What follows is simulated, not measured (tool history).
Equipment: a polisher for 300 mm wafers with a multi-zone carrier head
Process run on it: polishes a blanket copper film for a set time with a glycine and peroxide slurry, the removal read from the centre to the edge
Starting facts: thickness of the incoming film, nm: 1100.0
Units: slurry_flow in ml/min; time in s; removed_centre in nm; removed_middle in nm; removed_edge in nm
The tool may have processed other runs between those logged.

run 1 day=0.000 | slurry_flow=205 centre_zone=1.00 middle_zone=1.00 edge_zone=1.00 time=75 | removed_centre=407.10 removed_middle=410.54 removed_edge=408.42
run 2 day=0.358 | slurry_flow=170 centre_zone=1.00 middle_zone=1.00 edge_zone=1.00 time=75 | removed_centre=392.44 removed_middle=397.86 removed_edge=403.19
run 3 day=0.696 | slurry_flow=170 centre_zone=1.00 middle_zone=1.00 edge_zone=1.00 time=86 | removed_centre=442.97 removed_middle=457.75 removed_edge=469.82
run 4 day=0.850 | slurry_flow=175 centre_zone=0.99 middle_zone=0.97 edge_zone=0.97 time=83 | removed_centre=440.10 removed_middle=425.90 removed_edge=441.36
run 5 day=1.188 | slurry_flow=175 centre_zone=0.99 middle_zone=0.97 edge_zone=0.97 time=100 | removed_centre=535.07 removed_middle=515.21 removed_edge=531.69
run 6 day=1.542 | slurry_flow=175 centre_zone=0.94 middle_zone=0.97 edge_zone=0.97 time=100 | removed_centre=499.46 removed_middle=519.66 removed_edge=531.54

What will run 7 give?
run 7 day=1.767 | slurry_flow=175 centre_zone=0.91 middle_zone=0.94 edge_zone=0.93 time=94 | removed_centre=? removed_middle=? removed_edge=?

removed_centre: 466.26 nm
removed_middle: 473.93 nm
removed_edge: 494.51 nm
